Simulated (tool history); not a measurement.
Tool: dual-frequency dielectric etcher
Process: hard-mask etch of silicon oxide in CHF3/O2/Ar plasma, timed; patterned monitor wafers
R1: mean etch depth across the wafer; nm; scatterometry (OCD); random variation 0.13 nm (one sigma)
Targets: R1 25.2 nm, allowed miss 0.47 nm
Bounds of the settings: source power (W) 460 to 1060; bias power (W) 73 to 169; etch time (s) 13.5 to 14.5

run 1 hour=0 | source_power_(W)=760 bias_power_(W)=121 etch_time_(s)=14.5 | R1=28.164
run 2 hour=6.6 | source_power_(W)=720 bias_power_(W)=120 etch_time_(s)=14.5 | R1=26.998
run 3 hour=13.3 | source_power_(W)=720 bias_power_(W)=120 etch_time_(s)=14.5 | R1=27.089
run 4 hour=19.9 | source_power_(W)=700 bias_power_(W)=120 etch_time_(s)=14.5 | R1=26.719
run 5 hour=25.5 | source_power_(W)=680 bias_power_(W)=120 etch_time_(s)=14.5 | R1=26.152
run 6 hour=30.2 | source_power_(W)=670 bias_power_(W)=120 etch_time_(s)=14.5 | R1=25.814
run 7 hour=30.8 | source_power_(W)=670 bias_power_(W)=120 etch_time_(s)=14.5 | R1=26.135
run 8 hour=36.8 | source_power_(W)=660 bias_power_(W)=120 etch_time_(s)=14.5 | R1=25.691

Which of these 4 next moves meets every target?
run A hour=42.8 | source_power_(W)=680 bias_power_(W)=127 etch_time_(s)=14.5 | R1=?
run B hour=42.8 | source_power_(W)=730 bias_power_(W)=134 etch_time_(s)=13.5 | R1=?
run C hour=42.8 | source_power_(W)=780 bias_power_(W)=94 etch_time_(s)=14 | R1=?
run D hour=42.8 | source_power_(W)=580 bias_power_(W)=121 etch_time_(s)=14.5 | R1=?

move=A R1=26.588
move=B R1=26.15
move=C R1=25.212
move=D R1=23.961
A: further off than the last run
B: further off than the last run
C: meets every target
D: takes the result that was furthest off past its target
The right move is C.
